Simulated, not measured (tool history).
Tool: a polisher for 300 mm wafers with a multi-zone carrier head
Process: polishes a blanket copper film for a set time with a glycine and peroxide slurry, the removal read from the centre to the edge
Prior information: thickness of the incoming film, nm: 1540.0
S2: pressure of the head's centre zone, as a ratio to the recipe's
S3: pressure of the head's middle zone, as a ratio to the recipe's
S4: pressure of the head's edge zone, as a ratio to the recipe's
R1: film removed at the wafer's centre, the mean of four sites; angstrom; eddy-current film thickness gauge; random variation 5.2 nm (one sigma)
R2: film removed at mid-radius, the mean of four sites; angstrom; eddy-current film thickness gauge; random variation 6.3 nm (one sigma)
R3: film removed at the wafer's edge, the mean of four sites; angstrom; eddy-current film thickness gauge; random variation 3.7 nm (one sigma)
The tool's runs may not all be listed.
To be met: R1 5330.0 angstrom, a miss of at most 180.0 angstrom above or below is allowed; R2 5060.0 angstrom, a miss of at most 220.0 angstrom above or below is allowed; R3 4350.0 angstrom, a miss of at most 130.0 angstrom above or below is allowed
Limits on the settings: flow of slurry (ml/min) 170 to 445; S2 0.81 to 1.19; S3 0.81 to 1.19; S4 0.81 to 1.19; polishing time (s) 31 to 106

{"run": 1, "day": 0.0, "flow of slurry (ml/min)": 285, "S2": 1.0, "S3": 1.0, "S4": 1.0, "polishing time (s)": 68, "R1": 3121.4, "R2": 3160.0, "R3": 3086.1}
{"run": 2, "day": 0.125, "flow of slurry (ml/min)": 285, "S2": 1.0, "S3": 1.0, "S4": 0.94, "polishing time (s)": 68, "R1": 3124.9, "R2": 3186.6, "R3": 3019.0}
{"run": 3, "day": 0.392, "flow of slurry (ml/min)": 285, "S2": 0.97, "S3": 1.0, "S4": 0.94, "polishing time (s)": 68, "R1": 3089.2, "R2": 3084.0, "R3": 3018.1}
{"run": 4, "day": 0.592, "flow of slurry (ml/min)": 285, "S2": 0.97, "S3": 0.96, "S4": 0.94, "polishing time (s)": 68, "R1": 3050.5, "R2": 3058.8, "R3": 2955.6}
{"run": 5, "day": 0.662, "flow of slurry (ml/min)": 285, "S2": 0.97, "S3": 0.99, "S4": 0.94, "polishing time (s)": 68, "R1": 3104.4, "R2": 3111.8, "R3": 2991.9}
{"run": 6, "day": 0.796, "flow of slurry (ml/min)": 285, "S2": 0.97, "S3": 0.99, "S4": 1.0, "polishing time (s)": 68, "R1": 3017.8, "R2": 3233.7, "R3": 3067.3}
{"run": 7, "day": 0.879, "flow of slurry (ml/min)": 285, "S2": 0.97, "S3": 0.99, "S4": 1.0, "polishing time (s)": 68, "R1": 3079.4, "R2": 3127.1, "R3": 3038.1}
{"run": 8, "day": 0.921, "flow of slurry (ml/min)": 300, "S2": 0.99, "S3": 1.0, "S4": 0.98, "polishing time (s)": 70, "R1": 3225.7, "R2": 3276.5, "R3": 3088.6}
{"run": 9, "day": 1.175, "flow of slurry (ml/min)": 335, "S2": 1.09, "S3": 1.1, "S4": 1.06, "polishing time (s)": 89, "R1": 4690.3, "R2": 4444.8, "R3": 4077.3}
{"run": 10, "day": 1.217, "flow of slurry (ml/min)": 335, "S2": 1.09, "S3": 1.11, "S4": 1.06, "polishing time (s)": 90, "R1": 4661.9, "R2": 4479.5, "R3": 4189.3}
{"run": 11, "day": 1.475, "flow of slurry (ml/min)": 340, "S2": 1.1, "S3": 1.12, "S4": 1.05, "polishing time (s)": 91, "R1": 4698.8, "R2": 4654.3, "R3": 4147.8}
{"run": 12, "day": 1.504, "flow of slurry (ml/min)": 340, "S2": 1.11, "S3": 1.13, "S4": 1.05, "polishing time (s)": 91, "R1": 4817.9, "R2": 4648.9, "R3": 4188.5}

Which one of the following 5 next-run settings gets every result inside its allowed miss? There is exactly one.
{"run": "A", "day": 1.533, "flow of slurry (ml/min)": 295, "S2": 1.07, "S3": 1.16, "S4": 1.0, "polishing time (s)": 95, "R1": "?", "R2": "?", "R3": "?"}
{"run": "B", "day": 1.533, "flow of slurry (ml/min)": 295, "S2": 0.95, "S3": 1.19, "S4": 0.85, "polishing time (s)": 100, "R1": "?", "R2": "?", "R3": "?"}
{"run": "C", "day": 1.533, "flow of slurry (ml/min)": 400, "S2": 1.17, "S3": 1.18, "S4": 1.02, "polishing time (s)": 94, "R1": "?", "R2": "?", "R3": "?"}
{"run": "D", "day": 1.533, "flow of slurry (ml/min)": 445, "S2": 0.92, "S3": 1.19, "S4": 0.96, "polishing time (s)": 97, "R1": "?", "R2": "?", "R3": "?"}
{"run": "E", "day": 1.533, "flow of slurry (ml/min)": 300, "S2": 0.98, "S3": 1.13, "S4": 1.09, "polishing time (s)": 90, "R1": "?", "R2": "?", "R3": "?"}

move=A R1=4752.3 R2=4961.1 R3=4284.7
move=B R1=4438.2 R2=5326.1 R3=4245.5
move=C R1=5304.5 R2=5107.8 R3=4362.9
move=D R1=4333.0 R2=5352.0 R3=4423.6
move=E R1=4128.2 R2=4620.3 R3=4208.0
A: its largest miss is bigger than the last run's
B: its largest miss is bigger than the last run's
C: in spec on every target
D: its largest miss is bigger than the last run's
E: its largest miss is bigger than the last run's
Correct choice: C, which meets every target
